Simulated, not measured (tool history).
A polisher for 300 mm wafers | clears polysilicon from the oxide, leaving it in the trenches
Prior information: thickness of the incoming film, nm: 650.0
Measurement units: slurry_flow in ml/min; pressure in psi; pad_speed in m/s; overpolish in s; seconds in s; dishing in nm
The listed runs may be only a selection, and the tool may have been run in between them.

run 1 hour=0.0 | slurry_flow=255 pressure=2.0 pad_speed=1.08 overpolish=9 | seconds=48.446 dishing=29.355
run 2 hour=4.0 | slurry_flow=255 pressure=2.5 pad_speed=1.08 overpolish=9 | seconds=42.940 dishing=29.626
run 3 hour=7.6 | slurry_flow=255 pressure=2.2 pad_speed=1.00 overpolish=9 | seconds=50.422 dishing=30.128
run 4 hour=10.5 | slurry_flow=305 pressure=2.2 pad_speed=1.00 overpolish=9 | seconds=49.905 dishing=30.456
run 5 hour=15.1 | slurry_flow=295 pressure=1.9 pad_speed=0.96 overpolish=8 | seconds=58.798 dishing=27.399
run 6 hour=19.6 | slurry_flow=295 pressure=1.8 pad_speed=0.94 overpolish=9 | seconds=60.432 dishing=28.671

Run 7, settings as shown, results not yet in. Your forecast:
run 7 hour=28.5 | slurry_flow=295 pressure=1.7 pad_speed=0.92 overpolish=9 | seconds=? dishing=?

Logged for run 7: seconds 63.854 s, dishing 29.430 nm.
